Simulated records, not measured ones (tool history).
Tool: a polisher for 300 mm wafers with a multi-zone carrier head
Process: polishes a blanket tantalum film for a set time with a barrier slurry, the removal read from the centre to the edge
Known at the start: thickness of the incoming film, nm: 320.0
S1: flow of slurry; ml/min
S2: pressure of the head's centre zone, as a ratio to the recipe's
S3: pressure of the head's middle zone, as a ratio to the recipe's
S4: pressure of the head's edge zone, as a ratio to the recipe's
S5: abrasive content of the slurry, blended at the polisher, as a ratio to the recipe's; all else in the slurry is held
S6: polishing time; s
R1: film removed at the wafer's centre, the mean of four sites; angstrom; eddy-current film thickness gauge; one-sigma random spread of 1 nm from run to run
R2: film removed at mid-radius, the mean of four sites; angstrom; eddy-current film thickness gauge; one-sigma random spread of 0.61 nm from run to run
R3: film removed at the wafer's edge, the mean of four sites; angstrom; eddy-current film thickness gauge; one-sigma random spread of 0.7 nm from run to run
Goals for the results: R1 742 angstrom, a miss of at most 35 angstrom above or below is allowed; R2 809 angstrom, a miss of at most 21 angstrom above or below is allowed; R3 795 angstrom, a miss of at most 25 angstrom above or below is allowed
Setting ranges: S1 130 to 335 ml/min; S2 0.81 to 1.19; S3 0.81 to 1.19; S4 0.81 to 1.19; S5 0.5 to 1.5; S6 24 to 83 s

run,day,S1,S2,S3,S4,S5,S6,R1,R2,R3
1,0,215,1,1,1,1,53,732.22,728.46,724.23
2,0.258,165,1,1,1,1,53,685.06,707.59,696.97
3,0.308,165,0.94,1,1,1,53,649.02,692.83,703.62
4,0.571,180,0.94,1.01,1.01,1,53,677.46,719.04,710.06
5,0.933,190,0.93,1.02,1.03,1,53,655.72,733.36,728.28
6,1.017,200,0.94,1.02,1.04,1,53,664.43,741.59,726.78
7,1.062,210,0.94,1.02,1.05,1,53,683.42,740.6,742.01
8,1.192,270,0.94,1.09,1.09,1.05,53,699.19,802.71,773.37

Of the 5 settings listed for the next run, only one would bring every result within its allowed miss of target. Which one?
A,1.321,250,0.88,1.13,1.08,1.05,54,?,?,?
B,1.321,270,0.92,1.13,1.14,0.95,52,?,?,?
C,1.321,195,1.05,0.99,0.95,0.6,64,?,?,?
D,1.321,290,0.99,1.1,1.16,1.05,52,?,?,?
E,1.321,240,0.87,1.09,1,0.95,55,?,?,?

move,R1,R2,R3
A,663.04,842.11,771.69
B,662.13,803.17,755.29
C,826.63,787.77,766.54
D,730.65,803.62,779.68
E,652.89,814.05,741.87
A: further off than the last run
B: further off than the last run
C: the result that was furthest off in the last run now lies on the other side of its target
D: every result lands within tolerance
E: further off than the last run
The right move is D.

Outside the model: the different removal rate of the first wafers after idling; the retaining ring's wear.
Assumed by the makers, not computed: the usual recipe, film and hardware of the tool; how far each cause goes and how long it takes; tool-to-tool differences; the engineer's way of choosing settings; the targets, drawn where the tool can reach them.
